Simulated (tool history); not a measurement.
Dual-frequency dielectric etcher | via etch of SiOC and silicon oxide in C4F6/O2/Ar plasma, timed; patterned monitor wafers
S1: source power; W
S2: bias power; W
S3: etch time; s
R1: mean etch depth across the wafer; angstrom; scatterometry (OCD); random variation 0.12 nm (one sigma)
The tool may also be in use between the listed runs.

run	hour	S1	S2	S3	R1
1	0.0	290	159	38.0	389.71
2	6.6	280	157	38.0	383.22
3	12.4	310	157	38.0	390.77
4	17.1	300	152	38.0	387.72
5	18.0	290	148	38.0	379.23
6	26.6	260	148	38.0	366.69
7	32.0	250	147	38.0	362.50

Run 8 comes next. What will it give?
8	32.8	240	146	38.0	?

Run 8 gave R1 358.33 angstrom.
